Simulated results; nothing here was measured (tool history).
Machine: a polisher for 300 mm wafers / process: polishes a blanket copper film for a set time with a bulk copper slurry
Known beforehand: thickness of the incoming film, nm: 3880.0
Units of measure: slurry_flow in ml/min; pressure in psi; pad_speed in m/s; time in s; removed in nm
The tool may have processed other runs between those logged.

| run | day | slurry_flow | pressure | pad_speed | slurry_solids | time | removed |
|---|---|---|---|---|---|---|---|
| 1 | 0 | 305 | 2.7 | 1.32 | 1 | 98 | 1268.8 |
| 2 | 0.167 | 305 | 2.7 | 1.32 | 1 | 103 | 1323.2 |
| 3 | 0.362 | 305 | 2.6 | 1.32 | 1 | 103 | 1277.2 |
| 4 | 0.467 | 305 | 2.5 | 1.32 | 1 | 103 | 1249.6 |
| 5 | 0.646 | 305 | 2.5 | 1.62 | 1 | 103 | 1535.9 |
| 6 | 0.85 | 305 | 2.4 | 1.62 | 1 | 103 | 1486.7 |
| 7 | 1.062 | 305 | 2.3 | 1.62 | 1 | 103 | 1430.2 |
| 8 | 1.221 | 305 | 2.2 | 1.62 | 1 | 103 | 1387.9 |

Estimate the outcome of run 9 from the log above:
| 9 | 1.55 | 305 | 2.2 | 1.62 | 1 | 103 | ? |

{"run 9": {"removed": 1377.5}}

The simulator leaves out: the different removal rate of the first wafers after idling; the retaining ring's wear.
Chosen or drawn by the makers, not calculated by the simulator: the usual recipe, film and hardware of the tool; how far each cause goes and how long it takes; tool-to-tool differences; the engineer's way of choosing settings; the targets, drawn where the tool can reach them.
